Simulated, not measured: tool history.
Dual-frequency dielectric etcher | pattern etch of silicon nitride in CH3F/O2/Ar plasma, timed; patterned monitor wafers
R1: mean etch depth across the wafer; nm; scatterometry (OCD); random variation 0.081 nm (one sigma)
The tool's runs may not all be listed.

Run 1, hour 0.0: source power (W) 380, bias power (W) 60, etch time (s) 25. Result: R1 15.383 nm.
Run 2, hour 6.8: source power (W) 360, bias power (W) 57, etch time (s) 25. Result: R1 14.722 nm.
Run 3, hour 12.0: source power (W) 340, bias power (W) 55, etch time (s) 25. Result: R1 13.731 nm.
Run 4, hour 14.2: source power (W) 340, bias power (W) 60, etch time (s) 25. Result: R1 14.418 nm.
Run 5, hour 23.1: source power (W) 340, bias power (W) 52, etch time (s) 25. Result: R1 13.667 nm.
Run 6, hour 29.8: source power (W) 380, bias power (W) 52, etch time (s) 25. Result: R1 14.520 nm.
Run 7, hour 37.7: source power (W) 360, bias power (W) 52, etch time (s) 25. Result: R1 14.204 nm.

The next listed run, before its measurement:
Run 8, hour 39.7: source power (W) 340, bias power (W) 52, etch time (s) 25. Result: R1 ?.

{"run 8": {"R1": 13.6}}
